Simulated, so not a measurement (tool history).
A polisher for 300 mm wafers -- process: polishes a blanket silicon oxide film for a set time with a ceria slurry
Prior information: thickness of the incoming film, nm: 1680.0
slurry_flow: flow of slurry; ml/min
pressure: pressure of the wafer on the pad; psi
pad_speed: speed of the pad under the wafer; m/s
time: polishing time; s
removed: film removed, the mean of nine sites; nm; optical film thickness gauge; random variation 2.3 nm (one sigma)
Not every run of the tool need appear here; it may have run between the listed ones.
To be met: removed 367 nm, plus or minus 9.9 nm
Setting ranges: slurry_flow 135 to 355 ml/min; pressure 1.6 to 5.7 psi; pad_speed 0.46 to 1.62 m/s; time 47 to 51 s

| run | hour | slurry_flow | pressure | pad_speed | time | removed |
|---|---|---|---|---|---|---|
| 1 | 0 | 225 | 3.6 | 1.04 | 51 | 320.67 |
| 2 | 8 | 195 | 3.6 | 1.04 | 51 | 315.03 |
| 3 | 9.8 | 200 | 3.7 | 1.04 | 51 | 323.82 |
| 4 | 18.3 | 210 | 3.8 | 1.04 | 51 | 339.83 |
| 5 | 26.6 | 260 | 3.8 | 1.04 | 51 | 341.87 |
| 6 | 34.3 | 260 | 3.8 | 0.8 | 51 | 279.06 |
| 7 | 43.1 | 260 | 4 | 0.8 | 51 | 289.34 |
| 8 | 50.6 | 260 | 4.2 | 0.8 | 51 | 307.15 |
| 9 | 58.6 | 260 | 4.3 | 0.8 | 51 | 310.52 |
| 10 | 62.2 | 260 | 4.4 | 0.8 | 51 | 315.76 |
| 11 | 63.1 | 265 | 4.5 | 0.8 | 51 | 327.02 |
| 12 | 69.8 | 265 | 4.6 | 0.8 | 51 | 331.58 |
| 13 | 71.5 | 265 | 4.7 | 0.8 | 51 | 339.86 |
| 14 | 73.9 | 265 | 4.8 | 0.8 | 51 | 348.15 |
| 15 | 77 | 270 | 4.9 | 0.8 | 51 | 354.35 |

Which of these 4 next moves meets every target?
| A | 80.1 | 230 | 4.9 | 0.88 | 50 | ? |
| B | 80.1 | 240 | 5.7 | 0.78 | 50 | ? |
| C | 80.1 | 185 | 5 | 0.88 | 47 | ? |
| D | 80.1 | 300 | 5.4 | 0.66 | 51 | ? |

| move | removed |
|---|---|
| A | 366.21 |
| B | 386.5 |
| C | 343.55 |
| D | 337.99 |
A: hits every target within its allowed miss
B: pushes the last run's worst result past its target
C: lands further from the targets than the last run did
D: lands further from the targets than the last run did
A is the move that brings every result within its allowed miss.
